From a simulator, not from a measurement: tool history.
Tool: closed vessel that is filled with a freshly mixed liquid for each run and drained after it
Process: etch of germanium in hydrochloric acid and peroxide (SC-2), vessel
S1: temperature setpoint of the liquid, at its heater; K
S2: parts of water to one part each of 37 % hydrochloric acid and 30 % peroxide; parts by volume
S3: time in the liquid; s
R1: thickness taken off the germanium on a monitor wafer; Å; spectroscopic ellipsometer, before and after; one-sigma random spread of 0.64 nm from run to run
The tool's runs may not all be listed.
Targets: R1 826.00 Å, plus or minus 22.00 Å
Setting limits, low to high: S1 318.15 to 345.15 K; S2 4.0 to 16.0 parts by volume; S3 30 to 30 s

{"run": 1, "hour": 0.0, "S1": 334.15, "S2": 9.0, "S3": 30, "R1": 1096.9}
{"run": 2, "hour": 9.0, "S1": 331.65, "S2": 9.0, "S3": 30, "R1": 1021.4}
{"run": 3, "hour": 15.1, "S1": 329.65, "S2": 9.0, "S3": 30, "R1": 951.82}
{"run": 4, "hour": 21.4, "S1": 329.65, "S2": 9.0, "S3": 30, "R1": 960.26}
{"run": 5, "hour": 28.2, "S1": 328.15, "S2": 9.0, "S3": 30, "R1": 915.32}
{"run": 6, "hour": 30.4, "S1": 327.15, "S2": 9.0, "S3": 30, "R1": 885.93}
{"run": 7, "hour": 32.0, "S1": 326.65, "S2": 9.0, "S3": 30, "R1": 857.9}
{"run": 8, "hour": 37.9, "S1": 326.15, "S2": 9.0, "S3": 30, "R1": 850.26}

Of the 4 settings listed for the next run, only one would bring every result within its allowed miss of target. Which one?
{"run": "A", "hour": 43.8, "S1": 323.65, "S2": 10.5, "S3": 30, "R1": "?"}
{"run": "B", "hour": 43.8, "S1": 322.65, "S2": 9.0, "S3": 30, "R1": "?"}
{"run": "C", "hour": 43.8, "S1": 325.15, "S2": 9.0, "S3": 30, "R1": "?"}
{"run": "D", "hour": 43.8, "S1": 322.65, "S2": 9.5, "S3": 30, "R1": "?"}

move=A R1=794.30
move=B R1=780.53
move=C R1=844.34
move=D R1=776.99
A: moves the result that the last run missed by most past its target, out the other side
B: moves the result that the last run missed by most past its target, out the other side
C: all results in spec
D: moves the result that the last run missed by most past its target, out the other side
C is the move that brings every result within its allowed miss.
